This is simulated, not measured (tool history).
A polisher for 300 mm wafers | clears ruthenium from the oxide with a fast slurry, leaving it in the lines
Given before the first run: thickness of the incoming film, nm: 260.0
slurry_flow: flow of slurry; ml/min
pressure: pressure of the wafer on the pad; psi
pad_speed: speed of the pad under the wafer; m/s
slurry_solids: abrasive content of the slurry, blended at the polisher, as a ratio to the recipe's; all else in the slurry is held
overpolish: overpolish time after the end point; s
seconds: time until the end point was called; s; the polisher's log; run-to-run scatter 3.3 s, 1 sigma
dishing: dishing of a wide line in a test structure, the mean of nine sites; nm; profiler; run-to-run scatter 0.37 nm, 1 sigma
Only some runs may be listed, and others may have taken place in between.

run  hour  slurry_flow  pressure  pad_speed  slurry_solids  overpolish  seconds  dishing
  1   0.0          285       3.0       0.76            1.0          17   96.340   38.916
  2   4.9          285       2.8       0.74            1.0          18  103.820   38.078
  3   5.5          285       3.1       0.74            1.0          18   97.654   41.409
  4   6.8          285       3.1       0.74            1.0          24   95.813   53.407
  5  11.8          285       3.1       0.74            1.1          24   91.657   54.293
  6  17.1          285       2.8       0.72            1.1          24  105.840   49.746
  7  19.2          285       2.6       0.70            1.1          24  114.980   44.723
  8  28.1          285       2.6       0.70            1.1          24  111.880   46.158

What does the tool deliver on the next run?
  9  35.1          285       2.4       0.68            1.1          24        ?        ?

For run 9 the tool returned seconds 127.880 s, dishing 42.313 nm.
